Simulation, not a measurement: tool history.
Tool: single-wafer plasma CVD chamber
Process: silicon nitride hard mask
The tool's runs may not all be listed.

run,hour,heater temperature setpoint (°C),chamber pressure (Pa),RF power (W),deposition time (s),mean film thickness on the monitor wafer (nm)
1,0,380,148,365,79.4,85.935
2,0.7,388,148,365,79.4,84.939
3,6.3,388,136,365,79.4,83.398
4,13.2,388,136,365,81.9,86.167
5,20.7,388,136,415,81.9,94.431
6,26,388,144,415,81.9,96.698
7,29.7,388,148,415,81.9,95.913

The next listed run, before its measurement:
8,32.4,387,155,415,81.9,?

Run 8 gave mean film thickness on the monitor wafer (nm) 98.215.
